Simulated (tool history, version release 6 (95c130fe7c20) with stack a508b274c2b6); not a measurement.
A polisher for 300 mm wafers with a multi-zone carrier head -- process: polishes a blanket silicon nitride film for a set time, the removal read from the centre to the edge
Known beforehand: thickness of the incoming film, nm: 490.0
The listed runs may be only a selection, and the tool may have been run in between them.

run,hour,flow of slurry (ml/min),pressure of the head's centre zone,pressure of the head's middle zone,pressure of the head's edge zone,polishing time (s),film removed at the wafer's centre (Å),film removed at mid-radius (Å),film removed at the wafer's edge (Å)
1,0.0,240,1.00,1.00,1.00,54,496.95,457.59,463.51
2,7.0,200,1.00,1.00,1.00,54,493.75,450.28,458.75
3,7.8,200,0.99,1.01,1.02,55,502.64,460.01,480.00
4,11.7,200,0.99,1.01,1.09,55,493.63,459.66,480.16
5,16.0,240,0.99,1.01,1.09,55,513.78,471.38,491.68
6,23.9,240,0.99,1.09,1.09,55,510.57,497.01,491.25
7,32.7,240,0.98,1.09,1.10,56,514.45,507.79,497.82
8,36.5,255,0.88,1.02,1.19,67,561.84,587.56,629.94
9,45.4,250,0.88,1.02,1.19,67,564.70,572.96,635.25

Expected results for the next run?
10,48.8,245,0.87,1.04,1.17,67,?,?,?

{"run 10": {"film removed at the wafer's centre (Å)": 557.61, "film removed at mid-radius (Å)": 586.86, "film removed at the wafer's edge (Å)": 602.11}}
